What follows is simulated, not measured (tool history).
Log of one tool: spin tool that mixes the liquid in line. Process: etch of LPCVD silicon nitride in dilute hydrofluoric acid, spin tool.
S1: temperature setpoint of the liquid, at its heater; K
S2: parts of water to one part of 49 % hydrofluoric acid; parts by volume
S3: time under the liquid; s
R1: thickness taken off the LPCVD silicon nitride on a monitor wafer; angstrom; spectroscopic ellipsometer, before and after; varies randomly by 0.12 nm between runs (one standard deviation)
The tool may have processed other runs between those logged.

{"run": 1, "day": 0.0, "S1": 294.15, "S2": 60, "S3": 270, "R1": 16.317}
{"run": 2, "day": 0.038, "S1": 295.15, "S2": 55, "S3": 270, "R1": 18.562}
{"run": 3, "day": 0.071, "S1": 296.15, "S2": 50, "S3": 270, "R1": 21.65}
{"run": 4, "day": 0.142, "S1": 296.65, "S2": 45, "S3": 270, "R1": 25.427}
{"day": 0.421, "done": "thermometer replaced"}
{"run": 5, "day": 0.421, "S1": 298.65, "S2": 45, "S3": 270, "R1": 32.954}
{"run": 6, "day": 0.742, "S1": 297.15, "S2": 45, "S3": 270, "R1": 30.58}
{"run": 7, "day": 0.988, "S1": 297.65, "S2": 45, "S3": 270, "R1": 30.617}
{"run": 8, "day": 1.142, "S1": 298.15, "S2": 45, "S3": 270, "R1": 31.527}
{"run": 9, "day": 1.167, "S1": 298.65, "S2": 45, "S3": 270, "R1": 33.109}
{"run": 10, "day": 1.433, "S1": 299.15, "S2": 45, "S3": 270, "R1": 33.577}

Predict the results of run 11:
{"run": 11, "day": 1.671, "S1": 299.65, "S2": 45, "S3": 270, "R1": "?"}

R1: 36.374 angstrom
